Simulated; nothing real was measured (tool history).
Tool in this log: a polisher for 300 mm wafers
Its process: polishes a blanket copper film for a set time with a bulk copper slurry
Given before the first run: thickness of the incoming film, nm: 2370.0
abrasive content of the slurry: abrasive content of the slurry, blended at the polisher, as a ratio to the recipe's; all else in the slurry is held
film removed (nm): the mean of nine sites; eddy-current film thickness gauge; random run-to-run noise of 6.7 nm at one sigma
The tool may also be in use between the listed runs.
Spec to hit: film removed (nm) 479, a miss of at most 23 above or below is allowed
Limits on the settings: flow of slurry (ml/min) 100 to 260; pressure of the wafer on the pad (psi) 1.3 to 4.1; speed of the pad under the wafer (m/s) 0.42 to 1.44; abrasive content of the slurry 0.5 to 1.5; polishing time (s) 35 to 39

run  hour  flow of slurry (ml/min)  pressure of the wafer on the pad (psi)  speed of the pad under the wafer (m/s)  abrasive content of the slurry  polishing time (s)  film removed (nm)
  1     0                      165                                     2.7                                    0.92                               1                  39             285.73
  2   1.1                      165                                     2.7                                    0.92                             0.9                  39             282.71
  3   2.3                      165                                     2.7                                    0.92                             0.9                  35             251.27
  4  10.5                      165                                     3.1                                    0.96                             0.9                  35             299.57
  5  17.2                      165                                     3.6                                    0.96                             0.9                  35             328.05
     23.4  -- slurry nozzle cleaned
  6  23.4                      180                                     3.6                                    0.96                             0.9                  35             366.29
  7  27.8                      195                                     3.6                                    0.96                             0.9                  35             379.83
  8  30.7                      210                                     3.6                                    0.96                             0.9                  35             381.98
  9  37.1                      220                                     3.7                                    0.96                             0.9                  35             390.09
 10  42.2                      225                                     3.8                                    0.98                             0.9                  35             411.42
 11  46.9                      225                                     3.9                                       1                             0.9                  35             419.74

Next run, 4 choices. One meets every target within its allowed miss, the rest don't. Which?
  A  51.6                      210                                     3.5                                     1.1                            0.75                  35                  ?
  B  51.6                      245                                     4.1                                    0.98                            0.85                  39                  ?
  C  51.6                      220                                     3.2                                    1.02                             1.1                  36                  ?
  D  51.6                      230                                     2.8                                     1.1                             1.1                  35                  ?

move  film removed (nm)
   A             408.02
   B             480.46
   C             388.15
   D             367.95
A: further off than the last run
B: meets every target
C: further off than the last run
D: further off than the last run
Go with B: it meets all targets.
